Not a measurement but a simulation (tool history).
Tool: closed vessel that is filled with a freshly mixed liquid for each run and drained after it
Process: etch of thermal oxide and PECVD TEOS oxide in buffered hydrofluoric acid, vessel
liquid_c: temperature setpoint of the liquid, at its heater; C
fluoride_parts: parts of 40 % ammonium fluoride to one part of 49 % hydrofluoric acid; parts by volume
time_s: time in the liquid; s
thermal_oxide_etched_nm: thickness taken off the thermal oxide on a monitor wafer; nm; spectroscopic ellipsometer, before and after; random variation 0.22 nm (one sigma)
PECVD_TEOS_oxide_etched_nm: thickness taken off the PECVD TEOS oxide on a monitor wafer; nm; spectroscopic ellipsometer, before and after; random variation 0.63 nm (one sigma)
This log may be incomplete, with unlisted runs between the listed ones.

run  hour  liquid_c  fluoride_parts  time_s  thermal_oxide_etched_nm  PECVD_TEOS_oxide_etched_nm
  1     0        23               9      60                    59.41                      140.63
  2   4.8      26.5               9      60                   71.162                      169.29
  3  12.5      26.5               9      75                    88.98                      212.95
  4  20.9        30               9      75                   107.51                      256.54
  5  21.8        30               9      60                   85.535                      204.19
  6  23.1      26.5              10      60                   67.227                      160.95
  7  26.9        24              11      60                   53.521                      128.92
  8  34.8        24              11      60                   54.128                      125.94
  9  37.7      22.5            11.5      60                   46.773                      113.07
 10  44.1        21              12      60                   40.905                      98.487

Run 11 comes next. What will it give?
 11  47.8        21              12      60                        ?                           ?

{"run 11": {"thermal_oxide_etched_nm": 41.386, "PECVD_TEOS_oxide_etched_nm": 99.676}}
